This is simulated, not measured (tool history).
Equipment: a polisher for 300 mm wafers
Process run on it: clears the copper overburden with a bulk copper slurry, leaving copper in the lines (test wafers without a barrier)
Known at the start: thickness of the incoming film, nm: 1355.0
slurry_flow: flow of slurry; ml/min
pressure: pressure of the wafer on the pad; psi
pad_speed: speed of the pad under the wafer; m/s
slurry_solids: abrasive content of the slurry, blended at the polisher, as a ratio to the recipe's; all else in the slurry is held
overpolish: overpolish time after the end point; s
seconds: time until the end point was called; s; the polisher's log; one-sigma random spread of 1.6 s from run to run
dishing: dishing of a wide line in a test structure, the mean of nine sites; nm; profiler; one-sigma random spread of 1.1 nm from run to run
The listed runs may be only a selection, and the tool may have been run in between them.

| run | hour | slurry_flow | pressure | pad_speed | slurry_solids | overpolish | seconds | dishing |
|---|---|---|---|---|---|---|---|---|
| 1 | 0.0 | 310 | 2.9 | 1.18 | 1.00 | 19 | 95.745 | 102.210 |
| 2 | 4.5 | 310 | 2.9 | 1.02 | 1.00 | 19 | 111.980 | 94.912 |
| 3 | 9.6 | 380 | 2.9 | 1.02 | 1.00 | 19 | 113.950 | 97.709 |
| 4 | 13.6 | 345 | 2.9 | 1.02 | 1.00 | 19 | 114.560 | 96.366 |
| 5 | 17.6 | 345 | 2.9 | 1.02 | 0.85 | 19 | 116.590 | 97.911 |
| 6 | 25.7 | 340 | 2.8 | 1.02 | 0.85 | 18 | 125.240 | 89.681 |

What does the tool deliver on the next run?
| 7 | 27.8 | 340 | 2.8 | 1.02 | 0.85 | 17 | ? | ? |

{"run 7": {"seconds": 120.66, "dishing": 85.359}}
